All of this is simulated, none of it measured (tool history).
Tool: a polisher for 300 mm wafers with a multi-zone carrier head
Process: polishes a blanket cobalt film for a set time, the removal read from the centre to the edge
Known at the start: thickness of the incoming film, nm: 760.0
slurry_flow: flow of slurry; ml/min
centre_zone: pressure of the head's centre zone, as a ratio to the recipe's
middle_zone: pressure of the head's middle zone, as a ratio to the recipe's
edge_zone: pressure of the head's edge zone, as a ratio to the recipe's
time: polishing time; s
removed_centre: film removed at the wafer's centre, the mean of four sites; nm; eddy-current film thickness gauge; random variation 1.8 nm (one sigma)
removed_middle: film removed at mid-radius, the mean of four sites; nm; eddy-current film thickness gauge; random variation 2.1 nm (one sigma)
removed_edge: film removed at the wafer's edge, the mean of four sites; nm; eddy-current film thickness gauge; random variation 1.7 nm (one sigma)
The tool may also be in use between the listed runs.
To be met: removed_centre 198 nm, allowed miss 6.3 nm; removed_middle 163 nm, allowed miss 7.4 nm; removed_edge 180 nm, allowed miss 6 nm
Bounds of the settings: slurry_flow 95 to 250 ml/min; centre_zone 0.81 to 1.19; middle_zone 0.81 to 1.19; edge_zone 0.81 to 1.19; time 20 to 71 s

| run | hour | slurry_flow | centre_zone | middle_zone | edge_zone | time | removed_centre | removed_middle | removed_edge |
|---|---|---|---|---|---|---|---|---|---|
| 1 | 0 | 160 | 1 | 1 | 1 | 45 | 163.18 | 172.37 | 177.41 |
| 2 | 1 | 175 | 1.04 | 0.97 | 0.99 | 45 | 172.15 | 167.98 | 175.8 |
| 3 | 7 | 175 | 1.04 | 0.97 | 1.05 | 45 | 173.92 | 172.82 | 177.41 |
| 4 | 11.9 | 175 | 0.96 | 0.97 | 1.05 | 45 | 156.24 | 167.88 | 182.19 |
| 5 | 15.7 | 185 | 1.01 | 0.94 | 1.05 | 45 | 166.6 | 168.34 | 181.85 |
| 6 | 24.5 | 190 | 1.05 | 0.91 | 1.05 | 45 | 175.91 | 165.52 | 180.17 |
| 7 | 25.7 | 195 | 1.07 | 0.89 | 1.05 | 45 | 180.32 | 157.16 | 183.65 |
| 8 | 28.7 | 200 | 1.09 | 0.9 | 1.05 | 45 | 184.5 | 161.92 | 180.54 |
| 9 | 37.4 | 205 | 1.11 | 0.9 | 1.05 | 45 | 187.08 | 161.51 | 181.05 |

4 next moves are on the table. One of them brings every result within its allowed miss. Which?
| A | 46.1 | 220 | 1.11 | 0.95 | 1.04 | 43 | ? | ? | ? |
| B | 46.1 | 170 | 1.06 | 0.92 | 1.07 | 47 | ? | ? | ? |
| C | 46.1 | 155 | 1.16 | 0.84 | 0.86 | 50 | ? | ? | ? |
| D | 46.1 | 220 | 1.19 | 0.93 | 1.08 | 44 | ? | ? | ? |

| move | removed_centre | removed_middle | removed_edge |
|---|---|---|---|
| A | 179.71 | 163.83 | 173.08 |
| B | 181.02 | 168.99 | 187.01 |
| C | 207.87 | 164.67 | 182.18 |
| D | 197.21 | 164.61 | 179.78 |
A: further off than the last run
B: further off than the last run
C: takes the result that was furthest off past its target
D: meets every target
The right move is D.

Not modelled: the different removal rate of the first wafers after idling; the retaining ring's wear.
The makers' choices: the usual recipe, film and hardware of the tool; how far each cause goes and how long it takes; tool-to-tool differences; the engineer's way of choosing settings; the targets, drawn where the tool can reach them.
